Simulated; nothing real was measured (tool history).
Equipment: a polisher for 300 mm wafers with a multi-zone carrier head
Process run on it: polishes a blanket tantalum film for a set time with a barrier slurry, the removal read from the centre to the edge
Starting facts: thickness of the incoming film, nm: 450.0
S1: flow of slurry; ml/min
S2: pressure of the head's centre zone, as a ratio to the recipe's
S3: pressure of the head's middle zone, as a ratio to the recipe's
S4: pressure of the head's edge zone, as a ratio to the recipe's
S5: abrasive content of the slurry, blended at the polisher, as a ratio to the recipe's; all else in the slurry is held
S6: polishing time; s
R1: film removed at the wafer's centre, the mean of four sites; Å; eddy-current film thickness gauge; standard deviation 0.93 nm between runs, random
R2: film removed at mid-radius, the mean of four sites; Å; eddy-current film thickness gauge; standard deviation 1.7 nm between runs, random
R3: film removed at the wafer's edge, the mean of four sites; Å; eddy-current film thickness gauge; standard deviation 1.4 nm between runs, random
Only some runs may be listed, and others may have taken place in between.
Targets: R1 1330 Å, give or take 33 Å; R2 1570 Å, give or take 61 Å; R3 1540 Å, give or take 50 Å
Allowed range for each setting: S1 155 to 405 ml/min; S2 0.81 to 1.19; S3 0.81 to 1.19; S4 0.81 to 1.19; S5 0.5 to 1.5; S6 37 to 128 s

run,hour,S1,S2,S3,S4,S5,S6,R1,R2,R3
1,0,260,1,1,1,1,82,1115,1172.9,1111.3
2,4.5,260,1,1.08,1,1,82,1126.4,1226.9,1098.8
3,6.8,260,1,1.08,0.96,1,82,1123.3,1230.8,1101.3
4,9.4,260,1,1.08,0.96,1,98,1351,1466.9,1292.6
5,16.2,310,1,1.08,0.96,1,98,1381,1495.8,1299.5
6,18.8,295,0.98,1.06,0.99,1.1,98,1371.6,1485.3,1344.1
7,26.5,280,0.96,1.06,1.01,1.2,98,1353.8,1527.4,1375
8,29.7,270,0.95,1.05,1.03,1.25,98,1334.5,1480.5,1399.3

Of the 5 settings listed for the next run, only one would bring every result within its allowed miss of target. Which one?
A,32.9,240,0.88,1.02,1.05,1.5,105,?,?,?
B,32.9,285,0.95,1.12,1.01,0.95,101,?,?,?
C,32.9,260,0.92,1.01,1.05,1.4,105,?,?,?
D,32.9,295,0.92,1.08,1.05,1.05,102,?,?,?
E,32.9,315,0.98,1.19,0.92,1.1,93,?,?,?

move,R1,R2,R3
A,1352.4,1601.9,1546.6
B,1332.8,1577.4,1371.2
C,1414.5,1586.6,1541.3
D,1330.8,1576.9,1440.7
E,1314.2,1585.7,1247.4
A: hits every target within its allowed miss
B: further off than the last run
C: puts the biggest miss on target and leaves a different result outside tolerance
D: better than the last run, though not everything is in spec
E: further off than the last run
Answer: A
